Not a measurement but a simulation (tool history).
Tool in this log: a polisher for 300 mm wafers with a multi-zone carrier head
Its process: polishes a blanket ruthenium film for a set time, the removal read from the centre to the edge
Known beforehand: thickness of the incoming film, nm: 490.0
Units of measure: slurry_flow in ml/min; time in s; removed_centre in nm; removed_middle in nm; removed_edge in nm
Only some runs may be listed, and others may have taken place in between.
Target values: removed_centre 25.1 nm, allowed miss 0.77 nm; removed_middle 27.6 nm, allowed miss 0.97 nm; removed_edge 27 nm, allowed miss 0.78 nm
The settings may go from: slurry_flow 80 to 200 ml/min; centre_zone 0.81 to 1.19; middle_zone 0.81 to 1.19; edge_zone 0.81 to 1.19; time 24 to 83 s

run	hour	slurry_flow	centre_zone	middle_zone	edge_zone	time	removed_centre	removed_middle	removed_edge
1	0	130	1	1	1	53	35.236	36.916	35.387
2	0.9	130	1	1	1	62	41.598	43.157	41.205
3	7.9	130	1	1	1	75	49.119	51.932	49.973
4	13.6	105	1	1	1	75	47.011	47.862	47.655
5	15.1	105	1	1	0.93	75	46.443	47.977	46.694
6	16.9	105	0.98	1	0.92	69	42.163	45.026	42.478
7	21.9	100	0.96	0.99	0.92	64	37.06	40.478	38.657
8	30.3	100	0.95	0.98	0.91	61	35.256	37.864	37.292
9	39.2	100	0.95	0.98	0.9	58	33.571	36.679	34.864
10	47.2	90	0.87	0.88	0.85	44	22.536	24.686	25.146
11	47.9	95	0.87	0.88	0.85	44	22.588	25.393	25.427
12	55.1	100	0.88	0.88	0.85	44	23.635	25.989	25.728
13	59.2	105	0.88	0.88	0.85	44	24.032	25.959	26.092
14	67.7	110	0.88	0.88	0.85	44	24.66	26.325	26.305

Exactly one of the 5 candidate moves below puts every result within its allowed miss. Which one?
A	76.2	125	0.86	0.86	0.82	45	?	?	?
B	76.2	105	0.88	0.82	0.87	45	?	?	?
C	76.2	85	0.87	0.81	0.82	49	?	?	?
D	76.2	120	0.89	0.9	0.81	43	?	?	?
E	76.2	120	0.85	0.89	0.89	43	?	?	?

move	removed_centre	removed_middle	removed_edge
A	25.332	28.09	26.822
B	24.515	25.864	26.634
C	24.208	25.92	26.885
D	24.765	27.43	25.293
E	23.641	27.214	26.382
A: all results in spec
B: further off than the last run
C: further off than the last run
D: brings the last run's worst result on target, with another outside its allowed miss
E: brings the last run's worst result on target, with another outside its allowed miss
Correct choice: A, which meets every target
